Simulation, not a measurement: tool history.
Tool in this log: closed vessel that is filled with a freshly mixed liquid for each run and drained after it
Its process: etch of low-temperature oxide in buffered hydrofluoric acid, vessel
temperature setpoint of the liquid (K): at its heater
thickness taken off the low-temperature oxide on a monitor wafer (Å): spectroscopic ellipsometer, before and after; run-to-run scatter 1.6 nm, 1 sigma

run    day  temperature setpoint of the liquid (K)  parts of 40 % ammonium fluoride to one part of 49 % hydrofluoric acid (parts by volume)  time in the liquid (s)  thickness taken off the low-temperature oxide on a monitor wafer (Å)
  1  0.000                                  294.15                                                                                     10.0                      85                                                                2521.5
  2  0.133                                  294.15                                                                                     10.0                      95                                                                2811.5
  3  0.171                                  294.15                                                                                     10.0                      95                                                                2821.6
  4  0.425                                  292.65                                                                                     10.0                      95                                                                2578.6
  5  0.742                                  291.65                                                                                     10.5                      95                                                                2336.8
  6  0.892                                  290.15                                                                                     10.5                      95                                                                2201.2
  7  1.258                                  290.15                                                                                     11.0                      95                                                                2087.6

For run 8, what comes out?
  8  1.529                                  290.15                                                                                     11.5                      95                                                                     ?

{"run 8": {"thickness taken off the low-temperature oxide on a monitor wafer (Å)": 2043.8}}

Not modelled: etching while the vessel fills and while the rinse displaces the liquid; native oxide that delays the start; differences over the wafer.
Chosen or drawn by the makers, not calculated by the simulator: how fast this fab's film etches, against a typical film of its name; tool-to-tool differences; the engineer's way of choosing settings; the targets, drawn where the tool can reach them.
